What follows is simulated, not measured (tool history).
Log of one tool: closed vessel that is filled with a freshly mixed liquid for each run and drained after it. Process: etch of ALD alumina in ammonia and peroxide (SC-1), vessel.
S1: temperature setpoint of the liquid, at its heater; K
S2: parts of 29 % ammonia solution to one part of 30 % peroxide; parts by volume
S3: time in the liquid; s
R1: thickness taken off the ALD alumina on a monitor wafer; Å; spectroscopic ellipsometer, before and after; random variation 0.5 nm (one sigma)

run    day      S1    S2    S3      R1
  1  0.000  324.15  0.85  1180  420.21
  2  0.067  325.15  0.85  1180  441.48
  3  0.221  326.15  0.85  1180  482.41
  4  0.400  326.65  0.85  1180  488.68
  5  0.712  327.15  0.85  1180  505.96
  6  1.029  327.15  0.55  1180  485.50
  7  1.333  327.65  0.55  1180  488.95
  8  1.367  328.15  0.55  1180  497.62
  9  1.625  328.65  0.55  1180  516.02
 10  1.712  329.15  0.55  1180  528.61

Forecast run 11:
 11  1.946  329.65  0.55  1180   ?

{"run 11": {"R1": 545.05}}

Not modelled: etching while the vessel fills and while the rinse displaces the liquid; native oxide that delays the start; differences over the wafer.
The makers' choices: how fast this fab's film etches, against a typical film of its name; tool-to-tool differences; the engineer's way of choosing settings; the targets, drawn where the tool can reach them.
